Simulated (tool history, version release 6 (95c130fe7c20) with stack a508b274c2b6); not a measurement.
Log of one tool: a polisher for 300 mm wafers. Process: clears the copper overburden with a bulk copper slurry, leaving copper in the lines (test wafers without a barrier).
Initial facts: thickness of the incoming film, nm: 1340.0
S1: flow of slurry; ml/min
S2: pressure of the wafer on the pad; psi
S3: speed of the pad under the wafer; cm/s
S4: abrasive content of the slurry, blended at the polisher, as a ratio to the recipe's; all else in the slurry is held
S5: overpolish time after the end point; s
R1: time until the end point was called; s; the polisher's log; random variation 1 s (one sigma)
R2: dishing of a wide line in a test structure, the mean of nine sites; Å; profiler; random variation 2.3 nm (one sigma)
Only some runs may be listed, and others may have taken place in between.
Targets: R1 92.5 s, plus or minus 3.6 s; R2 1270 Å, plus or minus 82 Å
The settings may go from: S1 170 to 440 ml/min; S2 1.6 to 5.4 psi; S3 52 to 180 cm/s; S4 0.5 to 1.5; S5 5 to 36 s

{"run": 1, "hour": 0.0, "S1": 280, "S2": 3.5, "S3": 116, "S4": 1, "S5": 18, "R1": 114.96, "R2": 1017}
{"run": 2, "hour": 5.7, "S1": 340, "S2": 3.5, "S3": 116, "S4": 1, "S5": 18, "R1": 112.33, "R2": 1063.8}
{"run": 3, "hour": 14.1, "S1": 365, "S2": 3.5, "S3": 116, "S4": 1, "S5": 18, "R1": 112.08, "R2": 1000.8}
{"run": 4, "hour": 15.5, "S1": 305, "S2": 3.5, "S3": 116, "S4": 1, "S5": 18, "R1": 113.49, "R2": 1054}
{"run": 5, "hour": 20.8, "S1": 305, "S2": 3.6, "S3": 116, "S4": 1, "S5": 18, "R1": 107.52, "R2": 1074.9}
{"run": 6, "hour": 26.4, "S1": 305, "S2": 3.7, "S3": 116, "S4": 1, "S5": 18, "R1": 108.24, "R2": 1055.7}
{"run": 7, "hour": 28.3, "S1": 305, "S2": 3.8, "S3": 116, "S4": 1, "S5": 19, "R1": 102.91, "R2": 1122.7}
{"run": 8, "hour": 32.8, "S1": 305, "S2": 4, "S3": 116, "S4": 1, "S5": 20, "R1": 96.952, "R2": 1179.6}
{"run": 9, "hour": 33.4, "S1": 305, "S2": 4.1, "S3": 116, "S4": 1, "S5": 21, "R1": 96.807, "R2": 1242.4}

Exactly one of the 4 candidate moves below puts every result within its allowed miss. Which one?
{"run": "A", "hour": 34.0, "S1": 190, "S2": 4.1, "S3": 140, "S4": 1, "S5": 24, "R1": "?", "R2": "?"}
{"run": "B", "hour": 34.0, "S1": 295, "S2": 4.7, "S3": 106, "S4": 1, "S5": 16, "R1": "?", "R2": "?"}
{"run": "C", "hour": 34.0, "S1": 305, "S2": 4.4, "S3": 102, "S4": 1.05, "S5": 17, "R1": "?", "R2": "?"}
{"run": "D", "hour": 34.0, "S1": 240, "S2": 4, "S3": 134, "S4": 0.8, "S5": 22, "R1": "?", "R2": "?"}

move=A R1=86.53 R2=1309.2
move=B R1=95.014 R2=1104.7
move=C R1=103.71 R2=1080.7
move=D R1=94.982 R2=1232
A: moves the result that the last run missed by most past its target, out the other side
B: the worst result of the last run now meets its target, but another is out of spec
C: the biggest miss grows against the last run
D: every result lands within tolerance
Go with D: it meets all targets.

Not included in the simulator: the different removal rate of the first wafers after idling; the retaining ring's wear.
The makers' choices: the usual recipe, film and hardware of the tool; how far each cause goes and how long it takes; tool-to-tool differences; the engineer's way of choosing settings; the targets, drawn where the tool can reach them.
